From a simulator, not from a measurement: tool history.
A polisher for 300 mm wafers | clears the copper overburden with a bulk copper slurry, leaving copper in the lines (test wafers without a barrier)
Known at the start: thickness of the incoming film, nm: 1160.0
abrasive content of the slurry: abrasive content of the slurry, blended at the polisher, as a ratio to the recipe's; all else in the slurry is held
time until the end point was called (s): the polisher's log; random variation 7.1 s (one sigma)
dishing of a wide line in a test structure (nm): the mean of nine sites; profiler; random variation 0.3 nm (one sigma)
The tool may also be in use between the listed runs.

run	day	flow of slurry (ml/min)	pressure of the wafer on the pad (psi)	speed of the pad under the wafer (cm/s)	abrasive content of the slurry	overpolish time after the end point (s)	time until the end point was called (s)	dishing of a wide line in a test structure (nm)
1	0.000	160	2.2	116	1.00	21	148.65	29.319
2	0.129	160	2.2	116	1.00	18	143.20	29.020
3	0.442	155	1.8	100	1.00	15	195.68	26.459
4	0.792	155	1.8	100	0.85	15	218.60	25.197
5	1.033	155	1.6	94	0.85	17	244.84	25.018
6	1.338	155	1.4	88	0.85	18	292.84	23.747
7	1.671	155	1.3	86	0.85	20	313.73	24.024

Run 8 comes next. What will it give?
8	2.038	155	1.0	82	0.85	19	?	?

{"run 8": {"time until the end point was called (s)": 394.07, "dishing of a wide line in a test structure (nm)": 20.097}}
